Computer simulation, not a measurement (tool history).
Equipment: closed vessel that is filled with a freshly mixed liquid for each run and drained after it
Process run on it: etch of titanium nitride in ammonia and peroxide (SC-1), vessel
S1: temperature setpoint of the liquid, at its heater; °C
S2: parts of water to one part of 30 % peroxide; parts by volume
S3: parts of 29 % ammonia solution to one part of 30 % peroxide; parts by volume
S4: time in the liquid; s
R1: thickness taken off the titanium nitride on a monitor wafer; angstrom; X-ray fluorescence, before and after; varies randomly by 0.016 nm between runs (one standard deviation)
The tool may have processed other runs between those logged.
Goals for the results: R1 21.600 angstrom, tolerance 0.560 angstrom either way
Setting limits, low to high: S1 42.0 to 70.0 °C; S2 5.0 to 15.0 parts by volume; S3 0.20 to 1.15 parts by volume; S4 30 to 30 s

| run | hour | S1 | S2 | S3 | S4 | R1 |
|---|---|---|---|---|---|---|
| 1 | 0.0 | 58.0 | 8.5 | 0.65 | 30 | 46.580 |
| 2 | 7.9 | 55.5 | 8.5 | 0.65 | 30 | 38.955 |
| 3 | 14.1 | 55.5 | 8.5 | 0.65 | 30 | 39.326 |
| 4 | 20.1 | 55.5 | 6.0 | 0.65 | 30 | 46.187 |
| 5 | 29.3 | 53.0 | 6.0 | 0.65 | 30 | 38.717 |
| 6 | 33.6 | 51.0 | 6.0 | 0.65 | 30 | 34.324 |
| 7 | 39.4 | 49.5 | 6.0 | 0.65 | 30 | 30.585 |
| 8 | 41.0 | 48.5 | 6.0 | 0.65 | 30 | 28.889 |
| 9 | 42.5 | 47.5 | 6.0 | 0.65 | 30 | 26.735 |
| 10 | 44.5 | 47.0 | 6.0 | 0.65 | 30 | 26.156 |
| 11 | 45.7 | 46.5 | 6.0 | 0.65 | 30 | 24.844 |
| 12 | 54.2 | 46.0 | 6.0 | 0.65 | 30 | 23.805 |
| 13 | 59.5 | 45.5 | 6.0 | 0.65 | 30 | 23.173 |
| 14 | 67.8 | 45.0 | 6.0 | 0.65 | 30 | 22.514 |

Exercise: of the 4 proposed moves below, exactly one satisfies all targets within the stated allowed misses. Which move is it?
| A | 76.1 | 45.5 | 5.5 | 0.45 | 30 | ? |
| B | 76.1 | 46.5 | 9.5 | 0.75 | 30 | ? |
| C | 76.1 | 44.5 | 6.0 | 0.65 | 30 | ? |
| D | 76.1 | 44.0 | 5.0 | 0.70 | 30 | ? |

| move | R1 |
|---|---|
| A | 22.912 |
| B | 20.415 |
| C | 21.666 |
| D | 22.966 |
A: further off than the last run
B: moves the result that the last run missed by most past its target, out the other side
C: meets every target
D: further off than the last run
So the answer is move C, the one that meets all the targets.

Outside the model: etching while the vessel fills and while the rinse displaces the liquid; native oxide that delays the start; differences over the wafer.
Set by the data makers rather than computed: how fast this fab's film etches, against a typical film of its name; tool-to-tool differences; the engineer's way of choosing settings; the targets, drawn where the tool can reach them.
